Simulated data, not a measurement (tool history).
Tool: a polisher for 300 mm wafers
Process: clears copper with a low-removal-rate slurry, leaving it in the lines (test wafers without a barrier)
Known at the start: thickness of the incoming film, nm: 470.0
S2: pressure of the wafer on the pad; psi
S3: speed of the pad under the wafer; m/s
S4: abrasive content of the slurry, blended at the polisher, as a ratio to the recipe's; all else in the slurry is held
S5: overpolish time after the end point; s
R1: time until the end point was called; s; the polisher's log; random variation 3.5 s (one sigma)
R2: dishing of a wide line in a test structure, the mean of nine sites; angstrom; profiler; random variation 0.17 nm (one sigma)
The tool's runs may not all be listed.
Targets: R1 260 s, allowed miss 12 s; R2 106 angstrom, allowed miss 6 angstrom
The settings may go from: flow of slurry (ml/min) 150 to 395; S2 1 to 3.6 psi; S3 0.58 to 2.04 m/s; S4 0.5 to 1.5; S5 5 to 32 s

Run 1, hour 0: flow of slurry (ml/min) 250, S2 2.3 psi, S3 1.3 m/s, S4 1, S5 16 s. Result: R1 172.07 s, R2 195.14 angstrom.
Run 2, hour 5.3: flow of slurry (ml/min) 250, S2 1.9 psi, S3 1.34 m/s, S4 1, S5 13 s. Result: R1 194.76 s, R2 162.23 angstrom.
Run 3, hour 8.2: flow of slurry (ml/min) 250, S2 1.7 psi, S3 1.34 m/s, S4 1, S5 11 s. Result: R1 206.98 s, R2 138.75 angstrom.
Run 4, hour 12: flow of slurry (ml/min) 250, S2 1.7 psi, S3 1.34 m/s, S4 1, S5 5 s. Result: R1 202.13 s, R2 79.022 angstrom.
Run 5, hour 15.8: flow of slurry (ml/min) 250, S2 1.7 psi, S3 1.34 m/s, S4 0.8, S5 5 s. Result: R1 215.83 s, R2 76.793 angstrom.
Run 6, hour 16.9: flow of slurry (ml/min) 255, S2 1.5 psi, S3 1.34 m/s, S4 0.85, S5 6 s. Result: R1 237.74 s, R2 79.873 angstrom.
Run 7, hour 18.2: flow of slurry (ml/min) 255, S2 1.4 psi, S3 1.34 m/s, S4 0.9, S5 7 s. Result: R1 246.8 s, R2 90.488 angstrom.
At hour 25.1: worn pad replaced by a new one.
Run 8, hour 25.1: flow of slurry (ml/min) 255, S2 1.3 psi, S3 1.34 m/s, S4 0.95, S5 8 s. Result: R1 240.84 s, R2 100.06 angstrom.
Run 9, hour 34: flow of slurry (ml/min) 255, S2 1.2 psi, S3 1.34 m/s, S4 0.95, S5 8 s. Result: R1 256.91 s, R2 96.299 angstrom.

4 next moves are on the table. One of them brings every result within its allowed miss. Which?
Run A, hour 42.9: flow of slurry (ml/min) 210, S2 1.2 psi, S3 1.42 m/s, S4 0.8, S5 9 s. Result: R1 ?, R2 ?.
Run B, hour 42.9: flow of slurry (ml/min) 275, S2 1.2 psi, S3 1.28 m/s, S4 0.85, S5 7 s. Result: R1 ?, R2 ?.
Run C, hour 42.9: flow of slurry (ml/min) 210, S2 1.5 psi, S3 1.24 m/s, S4 1, S5 11 s. Result: R1 ?, R2 ?.
Run D, hour 42.9: flow of slurry (ml/min) 260, S2 1.1 psi, S3 1.32 m/s, S4 1.1, S5 8 s. Result: R1 ?, R2 ?.

move      R1      R2
   A  252.94  103.25
   B  269.36  81.279
   C  234.21  126.06
   D  260.55  92.322
A: meets every target
B: further off than the last run
C: takes the result that was furthest off past its target
D: further off than the last run
Answer: A

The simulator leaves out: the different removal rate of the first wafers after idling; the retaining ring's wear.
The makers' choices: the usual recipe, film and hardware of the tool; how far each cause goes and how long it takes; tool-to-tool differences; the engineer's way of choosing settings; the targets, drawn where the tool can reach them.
